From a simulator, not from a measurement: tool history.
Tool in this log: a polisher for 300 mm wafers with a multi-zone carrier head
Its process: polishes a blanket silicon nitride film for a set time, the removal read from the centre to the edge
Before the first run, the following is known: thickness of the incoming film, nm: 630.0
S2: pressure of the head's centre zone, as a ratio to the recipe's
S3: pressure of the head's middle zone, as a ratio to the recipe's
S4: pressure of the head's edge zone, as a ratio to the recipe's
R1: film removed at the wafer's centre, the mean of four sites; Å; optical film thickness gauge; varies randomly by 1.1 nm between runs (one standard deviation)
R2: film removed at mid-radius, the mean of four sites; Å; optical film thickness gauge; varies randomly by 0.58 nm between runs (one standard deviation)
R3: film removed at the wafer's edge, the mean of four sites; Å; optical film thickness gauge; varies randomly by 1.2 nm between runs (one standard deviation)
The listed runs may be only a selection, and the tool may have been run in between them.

Run 1, hour 0: flow of slurry (ml/min) 185, S2 1, S3 1, S4 1, polishing time (s) 84. Result: R1 1007.8 Å, R2 1040 Å, R3 1040.5 Å.
Run 2, hour 7.7: flow of slurry (ml/min) 185, S2 1.04, S3 1, S4 1, polishing time (s) 84. Result: R1 1040.8 Å, R2 1067.4 Å, R3 1025.8 Å.
Run 3, hour 8.8: flow of slurry (ml/min) 185, S2 1.12, S3 1, S4 1, polishing time (s) 84. Result: R1 1083.8 Å, R2 1054.2 Å, R3 1056.9 Å.
Run 4, hour 12: flow of slurry (ml/min) 215, S2 1.12, S3 1, S4 1, polishing time (s) 84. Result: R1 1115.5 Å, R2 1065.9 Å, R3 1064.9 Å.
At hour 16.5: centre zone pressure recalibrated.
Run 5, hour 16.5: flow of slurry (ml/min) 215, S2 1.16, S3 1, S4 1, polishing time (s) 84. Result: R1 1221.3 Å, R2 1083.4 Å, R3 1053.7 Å.
Run 6, hour 21.6: flow of slurry (ml/min) 215, S2 1.16, S3 0.94, S4 1, polishing time (s) 84. Result: R1 1217.4 Å, R2 1025.2 Å, R3 1047.3 Å.
Run 7, hour 24.2: flow of slurry (ml/min) 165, S2 1.06, S3 0.86, S4 0.9, polishing time (s) 79. Result: R1 1043.3 Å, R2 871.35 Å, R3 899.74 Å.
Run 8, hour 26.8: flow of slurry (ml/min) 160, S2 1.05, S3 0.86, S4 0.9, polishing time (s) 79. Result: R1 1018.3 Å, R2 861.85 Å, R3 928.66 Å.
Run 9, hour 27.7: flow of slurry (ml/min) 160, S2 1.04, S3 0.87, S4 0.9, polishing time (s) 79. Result: R1 1023.8 Å, R2 874.74 Å, R3 929.51 Å.

Run 10 is up next; what results do you expect?
Run 10, hour 31: flow of slurry (ml/min) 160, S2 1.03, S3 0.88, S4 0.9, polishing time (s) 79. Result: R1 ?, R2 ?, R3 ?.

Run 10 came out at R1 1022.5 Å, R2 880.8 Å, R3 942.38 Å.
